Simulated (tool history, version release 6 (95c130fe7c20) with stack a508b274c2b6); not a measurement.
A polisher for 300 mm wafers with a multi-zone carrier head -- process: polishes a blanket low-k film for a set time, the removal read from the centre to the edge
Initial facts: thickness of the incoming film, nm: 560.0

| run | hour | flow of slurry (ml/min) | pressure of the head's centre zone | pressure of the head's middle zone | pressure of the head's edge zone | abrasive content of the slurry | polishing time (s) | film removed at the wafer's centre (nm) | film removed at mid-radius (nm) | film removed at the wafer's edge (nm) |
|---|---|---|---|---|---|---|---|---|---|---|
| 1 | 0.0 | 160 | 1.00 | 1.00 | 1.00 | 1.00 | 33 | 8.7046 | 8.1311 | 8.4210 |
| 2 | 1.9 | 190 | 1.00 | 1.00 | 1.00 | 1.00 | 33 | 8.9301 | 8.3958 | 8.7591 |
| 3 | 6.0 | 190 | 1.00 | 1.04 | 1.00 | 1.00 | 33 | 8.8592 | 8.6318 | 8.6040 |
| 4 | 9.8 | 190 | 1.00 | 1.04 | 0.94 | 1.00 | 33 | 8.9754 | 8.6938 | 8.4877 |
| 5 | 13.7 | 190 | 0.97 | 1.04 | 0.94 | 1.00 | 33 | 8.6781 | 8.6508 | 8.2521 |
| 6 | 20.4 | 190 | 0.97 | 1.04 | 0.94 | 1.00 | 37 | 9.5845 | 9.6883 | 9.5046 |
| 7 | 29.0 | 175 | 0.99 | 1.02 | 0.90 | 0.85 | 33 | 8.1777 | 7.9648 | 7.5054 |
| 8 | 31.5 | 160 | 1.00 | 0.98 | 0.87 | 0.75 | 30 | 7.0349 | 6.6354 | 6.4729 |

Forecast run 9:
| 9 | 39.3 | 190 | 1.10 | 0.98 | 0.81 | 0.50 | 20 | ? | ? | ? |

{"run 9": {"film removed at the wafer's centre (nm)": 4.5001, "film removed at mid-radius (nm)": 3.869, "film removed at the wafer's edge (nm)": 3.6133}}
